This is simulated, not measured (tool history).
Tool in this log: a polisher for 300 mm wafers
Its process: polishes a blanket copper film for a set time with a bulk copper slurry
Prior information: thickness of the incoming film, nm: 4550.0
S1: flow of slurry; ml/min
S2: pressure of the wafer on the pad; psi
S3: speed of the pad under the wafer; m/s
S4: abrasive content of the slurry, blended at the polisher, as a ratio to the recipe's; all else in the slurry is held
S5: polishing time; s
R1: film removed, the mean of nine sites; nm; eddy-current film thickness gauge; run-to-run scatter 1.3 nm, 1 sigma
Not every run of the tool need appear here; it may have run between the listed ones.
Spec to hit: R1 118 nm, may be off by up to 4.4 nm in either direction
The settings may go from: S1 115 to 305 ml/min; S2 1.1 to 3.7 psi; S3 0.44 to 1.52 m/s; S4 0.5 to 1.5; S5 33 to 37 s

run 1 day=0 | S1=195 S2=2.4 S3=0.98 S4=1 S5=37 | R1=246.81
run 2 day=0.175 | S1=195 S2=2.4 S3=1.1 S4=1 S5=37 | R1=275.62
run 3 day=0.521 | S1=195 S2=2.2 S3=1.06 S4=1 S5=37 | R1=250.05
run 4 day=0.892 | S1=195 S2=2.2 S3=1.06 S4=1 S5=37 | R1=246.58
run 5 day=1.2 | S1=195 S2=2.2 S3=1.06 S4=1.2 S5=37 | R1=258.05
run 6 day=1.329 | S1=195 S2=2 S3=1 S4=1.2 S5=37 | R1=224.38
run 7 day=1.625 | S1=195 S2=1.9 S3=0.96 S4=1.2 S5=37 | R1=215.68
run 8 day=1.779 | S1=195 S2=1.8 S3=0.9 S4=1.2 S5=37 | R1=196.43
run 9 day=2.121 | S1=195 S2=1.7 S3=0.86 S4=1.2 S5=37 | R1=179.4
run 10 day=2.417 | S1=195 S2=1.6 S3=0.82 S4=1.2 S5=37 | R1=164.46
run 11 day=2.729 | S1=195 S2=1.5 S3=0.8 S4=1.2 S5=37 | R1=153.62
run 12 day=2.933 | S1=195 S2=1.4 S3=0.78 S4=1.2 S5=37 | R1=142.71
run 13 day=3.038 | S1=190 S2=1.2 S3=0.74 S4=1.2 S5=37 | R1=124.13
run 14 day=3.238 | S1=185 S2=1.2 S3=0.74 S4=1.2 S5=37 | R1=127.11

Which single option among these 5 for the next run brings every result within its allowed miss of target? Just one does.
run A day=3.438 | S1=220 S2=1.6 S3=0.6 S4=1.2 S5=37 | R1=?
run B day=3.438 | S1=175 S2=1.4 S3=0.66 S4=1.2 S5=36 | R1=?
run C day=3.438 | S1=235 S2=1.5 S3=0.7 S4=1.3 S5=36 | R1=?
run D day=3.438 | S1=115 S2=1.1 S3=1.06 S4=1.25 S5=33 | R1=?
run E day=3.438 | S1=140 S2=1.3 S3=0.84 S4=1.3 S5=36 | R1=?

move=A R1=125.26
move=B R1=117.73
move=C R1=137.44
move=D R1=132.65
move=E R1=136.21
A: moves toward the targets from the last run without getting all of them in spec
B: in spec on every target
C: moves away from the targets compared with the last run
D: moves away from the targets compared with the last run
E: moves away from the targets compared with the last run
B is the move that brings every result within its allowed miss.
